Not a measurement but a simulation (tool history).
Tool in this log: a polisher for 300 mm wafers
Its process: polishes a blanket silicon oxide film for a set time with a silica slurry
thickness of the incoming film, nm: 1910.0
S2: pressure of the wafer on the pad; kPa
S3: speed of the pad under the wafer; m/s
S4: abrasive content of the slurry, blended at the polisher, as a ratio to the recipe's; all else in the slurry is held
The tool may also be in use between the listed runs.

run 1 hour=0 | flow_of_slurry_(ml/min)=125 S2=23.4 S3=0.96 S4=1 polishing_time_(s)=109 | film_removed_(Å)=2941.3
run 2 hour=4.3 | flow_of_slurry_(ml/min)=145 S2=23.4 S3=0.96 S4=1 polishing_time_(s)=109 | film_removed_(Å)=3087.1
run 3 hour=7.1 | flow_of_slurry_(ml/min)=150 S2=25.5 S3=0.96 S4=1 polishing_time_(s)=109 | film_removed_(Å)=3223.5
run 4 hour=13.5 | flow_of_slurry_(ml/min)=150 S2=25.5 S3=0.96 S4=1.15 polishing_time_(s)=109 | film_removed_(Å)=3550.9
run 5 hour=21.4 | flow_of_slurry_(ml/min)=150 S2=25.5 S3=1.1 S4=1.15 polishing_time_(s)=109 | film_removed_(Å)=3904.6
run 6 hour=29.9 | flow_of_slurry_(ml/min)=150 S2=26.9 S3=1.1 S4=1.15 polishing_time_(s)=109 | film_removed_(Å)=4155
run 7 hour=38.1 | flow_of_slurry_(ml/min)=150 S2=27.6 S3=1.1 S4=1.15 polishing_time_(s)=109 | film_removed_(Å)=4099.2
run 8 hour=42.9 | flow_of_slurry_(ml/min)=150 S2=28.3 S3=1.1 S4=1.15 polishing_time_(s)=109 | film_removed_(Å)=4295

Run 9 has not been measured yet. What should we expect?
run 9 hour=46.2 | flow_of_slurry_(ml/min)=150 S2=29 S3=1.1 S4=1.15 polishing_time_(s)=109 | film_removed_(Å)=?

{"run 9": {"film removed (Å)": 4411.4}}
